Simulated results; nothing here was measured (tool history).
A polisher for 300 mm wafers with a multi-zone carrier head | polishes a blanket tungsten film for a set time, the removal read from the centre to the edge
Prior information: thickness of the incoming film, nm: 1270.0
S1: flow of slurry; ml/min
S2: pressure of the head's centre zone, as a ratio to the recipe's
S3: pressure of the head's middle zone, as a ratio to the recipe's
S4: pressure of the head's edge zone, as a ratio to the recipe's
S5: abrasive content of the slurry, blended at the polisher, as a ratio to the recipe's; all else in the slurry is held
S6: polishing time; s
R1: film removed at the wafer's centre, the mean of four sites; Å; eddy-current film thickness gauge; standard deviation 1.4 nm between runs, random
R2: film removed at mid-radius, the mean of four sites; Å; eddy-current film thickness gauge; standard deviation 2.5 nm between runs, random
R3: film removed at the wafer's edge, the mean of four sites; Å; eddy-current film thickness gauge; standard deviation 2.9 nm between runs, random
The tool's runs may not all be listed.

Run 1, hour 0.0: S1 210 ml/min, S2 1.00, S3 1.00, S4 1.00, S5 1.00, S6 47 s. Result: R1 2303.4 Å, R2 2281.6 Å, R3 2223.6 Å.
Run 2, hour 5.0: S1 210 ml/min, S2 0.97, S3 1.00, S4 1.00, S5 1.00, S6 47 s. Result: R1 2271.6 Å, R2 2292.2 Å, R3 2232.9 Å.
Run 3, hour 8.0: S1 200 ml/min, S2 0.95, S3 1.02, S4 1.01, S5 1.00, S6 47 s. Result: R1 2188.9 Å, R2 2273.8 Å, R3 2264.6 Å.
Run 4, hour 12.4: S1 200 ml/min, S2 1.01, S3 1.02, S4 1.01, S5 1.00, S6 47 s. Result: R1 2317.1 Å, R2 2314.0 Å, R3 2217.6 Å.
Run 5, hour 21.3: S1 200 ml/min, S2 0.94, S3 1.02, S4 1.01, S5 1.00, S6 47 s. Result: R1 2162.4 Å, R2 2325.3 Å, R3 2208.3 Å.
Run 6, hour 23.5: S1 200 ml/min, S2 0.94, S3 1.02, S4 1.01, S5 1.00, S6 41 s. Result: R1 1885.3 Å, R2 2037.4 Å, R3 1948.4 Å.
Run 7, hour 28.0: S1 210 ml/min, S2 0.93, S3 1.04, S4 1.03, S5 1.05, S6 41 s. Result: R1 1913.8 Å, R2 2121.7 Å, R3 2063.0 Å.
Run 8, hour 32.5: S1 220 ml/min, S2 0.92, S3 1.06, S4 1.03, S5 1.05, S6 41 s. Result: R1 1897.1 Å, R2 2107.2 Å, R3 1998.6 Å.

What does the tool deliver on the next run?
Run 9, hour 35.4: S1 160 ml/min, S2 0.84, S3 1.16, S4 1.10, S5 1.30, S6 44 s. Result: R1 ?, R2 ?, R3 ?.

R1: 1853.9 Å
R2: 2470.4 Å
R3: 2291.9 Å
